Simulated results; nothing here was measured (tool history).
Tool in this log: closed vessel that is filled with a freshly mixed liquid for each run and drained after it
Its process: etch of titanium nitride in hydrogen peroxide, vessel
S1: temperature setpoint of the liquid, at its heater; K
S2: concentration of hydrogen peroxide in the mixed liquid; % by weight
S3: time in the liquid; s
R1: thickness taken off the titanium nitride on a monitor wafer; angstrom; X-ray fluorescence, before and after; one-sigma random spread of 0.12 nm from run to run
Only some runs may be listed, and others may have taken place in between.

run  hour      S1    S2    S3      R1
  1   0.0  318.15  21.0  1165  537.21
  2   8.4  314.65  20.5  1165  414.39
  3  13.9  312.15  20.0  1165  336.37
  4  18.1  308.65  20.0  1165  257.03
  5  25.4  311.65  20.0  1165  322.75
  6  27.5  311.65  20.0  1240  346.33
  7  28.2  309.65  19.5  1240  294.42
     29.6  -- peroxide flow meter replaced
  8  29.6  308.65  19.0  1240  274.66

Run 9 comes next. What will it give?
  9  36.5  307.65  18.5  1240   ?

R1: 249.97 angstrom

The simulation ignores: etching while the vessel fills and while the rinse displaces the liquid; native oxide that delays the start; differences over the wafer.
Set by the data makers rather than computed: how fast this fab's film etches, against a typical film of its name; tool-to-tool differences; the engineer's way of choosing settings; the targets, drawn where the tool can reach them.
